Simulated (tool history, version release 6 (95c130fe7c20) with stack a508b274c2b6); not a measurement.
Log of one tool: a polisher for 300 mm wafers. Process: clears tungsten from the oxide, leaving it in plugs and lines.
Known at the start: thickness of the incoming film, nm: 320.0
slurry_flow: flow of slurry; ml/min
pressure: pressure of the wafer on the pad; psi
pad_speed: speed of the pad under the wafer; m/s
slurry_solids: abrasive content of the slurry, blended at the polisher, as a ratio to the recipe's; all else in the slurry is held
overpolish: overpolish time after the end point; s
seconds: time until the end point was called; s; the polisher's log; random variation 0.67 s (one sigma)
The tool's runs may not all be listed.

run,hour,slurry_flow,pressure,pad_speed,slurry_solids,overpolish,seconds
1,0.0,305,2.9,1.36,1.0,11,54.218
2,4.5,305,3.2,1.38,1.0,11,48.293
3,12.7,335,3.2,1.38,1.0,11,50.548
4,19.9,330,3.5,1.40,1.0,11,44.506
5,24.1,330,2.9,1.40,1.0,11,52.568
6,25.0,330,3.2,1.44,1.0,11,45.825
7,31.4,330,3.4,1.46,1.0,11,44.269

The next listed run, before its measurement:
8,39.3,330,3.6,1.48,1.0,11,?

{"run 8": {"seconds": 42.57}}
